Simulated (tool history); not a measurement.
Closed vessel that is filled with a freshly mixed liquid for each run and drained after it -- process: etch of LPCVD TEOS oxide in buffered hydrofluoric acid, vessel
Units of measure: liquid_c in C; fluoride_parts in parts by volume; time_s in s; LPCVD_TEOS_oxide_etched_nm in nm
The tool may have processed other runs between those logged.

run  hour  liquid_c  fluoride_parts  time_s  LPCVD_TEOS_oxide_etched_nm
  1     0        24              11      30                      158.88
  2   1.8      22.5              12      30                      134.49
  3   9.2      21.5            12.5      30                      122.56
  4  15.4      21.5            11.5      30                      133.99
  5  16.7      20.5              12      30                      120.04
  6  24.3      20.5              15      30                      96.494
  7  27.9        20              15      30                      93.512
  8  32.1        20              15      30                      94.267

What will run 9 give?
  9  36.6      19.5              15      30                           ?

{"run 9": {"LPCVD_TEOS_oxide_etched_nm": 92.013}}
